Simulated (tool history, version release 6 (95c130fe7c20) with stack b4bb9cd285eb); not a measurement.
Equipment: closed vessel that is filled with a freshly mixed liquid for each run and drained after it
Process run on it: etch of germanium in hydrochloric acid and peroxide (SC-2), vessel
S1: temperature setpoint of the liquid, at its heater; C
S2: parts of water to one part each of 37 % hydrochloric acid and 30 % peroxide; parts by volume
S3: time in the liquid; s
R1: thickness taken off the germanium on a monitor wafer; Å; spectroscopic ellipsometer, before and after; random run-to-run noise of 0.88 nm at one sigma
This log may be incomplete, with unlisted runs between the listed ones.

| run | hour | S1 | S2 | S3 | R1 |
|---|---|---|---|---|---|
| 1 | 0.0 | 52.0 | 11.5 | 95 | 1907.4 |
| 2 | 3.1 | 53.0 | 11.5 | 95 | 1962.2 |
| 3 | 7.5 | 53.0 | 8.0 | 95 | 2038.1 |
| 4 | 13.6 | 47.5 | 8.0 | 95 | 1706.3 |
| 5 | 18.2 | 49.0 | 8.0 | 95 | 1806.6 |
| 6 | 20.6 | 49.0 | 8.0 | 95 | 1796.4 |

Estimate the outcome of run 7 from the log above:
| 7 | 26.3 | 57.0 | 7.5 | 95 | ? |

{"run 7": {"R1": 2315.8}}
